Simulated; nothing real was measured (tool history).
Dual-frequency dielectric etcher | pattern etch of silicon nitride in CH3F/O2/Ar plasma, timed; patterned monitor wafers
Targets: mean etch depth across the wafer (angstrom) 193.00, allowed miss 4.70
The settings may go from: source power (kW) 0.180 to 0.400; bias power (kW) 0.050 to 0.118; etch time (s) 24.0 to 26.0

| run | day | source power (kW) | bias power (kW) | etch time (s) | mean etch depth across the wafer (angstrom) |
|---|---|---|---|---|---|
| 1 | 0.000 | 0.290 | 0.084 | 26.0 | 169.93 |
| 2 | 0.333 | 0.250 | 0.084 | 26.0 | 157.12 |
| 3 | 0.425 | 0.260 | 0.085 | 26.0 | 161.68 |
| 4 | 0.450 | 0.260 | 0.085 | 24.0 | 150.29 |
| 5 | 0.500 | 0.260 | 0.092 | 24.0 | 152.45 |
| 6 | 0.783 | 0.230 | 0.092 | 24.0 | 144.12 |
| 7 | 0.821 | 0.250 | 0.093 | 24.0 | 149.80 |
| 8 | 1.000 | 0.270 | 0.094 | 24.0 | 155.79 |
| 9 | 1.300 | 0.270 | 0.094 | 24.0 | 155.65 |
| 10 | 1.446 | 0.280 | 0.095 | 24.0 | 160.18 |
| 11 | 1.617 | 0.290 | 0.096 | 24.0 | 163.29 |
| 12 | 1.950 | 0.300 | 0.097 | 24.0 | 165.88 |
| 13 | 2.046 | 0.310 | 0.098 | 24.0 | 169.08 |
| 14 | 2.133 | 0.320 | 0.099 | 24.0 | 172.44 |
| 15 | 2.179 | 0.330 | 0.100 | 24.0 | 173.47 |
| 16 | 2.250 | 0.340 | 0.101 | 24.0 | 178.46 |
| 17 | 2.479 | 0.350 | 0.101 | 24.0 | 178.33 |
| 18 | 2.650 | 0.350 | 0.102 | 24.0 | 181.47 |

4 next moves are on the table. One of them brings every result within its allowed miss. Which?
| A | 2.821 | 0.330 | 0.116 | 24.0 | ? |
| B | 2.821 | 0.380 | 0.101 | 24.5 | ? |
| C | 2.821 | 0.350 | 0.107 | 24.0 | ? |
| D | 2.821 | 0.400 | 0.111 | 25.0 | ? |

| move | mean etch depth across the wafer (angstrom) |
|---|---|
| A | 181.83 |
| B | 189.96 |
| C | 182.34 |
| D | 203.74 |
A: as far off as the last run
B: meets every target
C: nearer than the last run, and not there yet
D: takes the result that was furthest off past its target
Move B is the one to make.
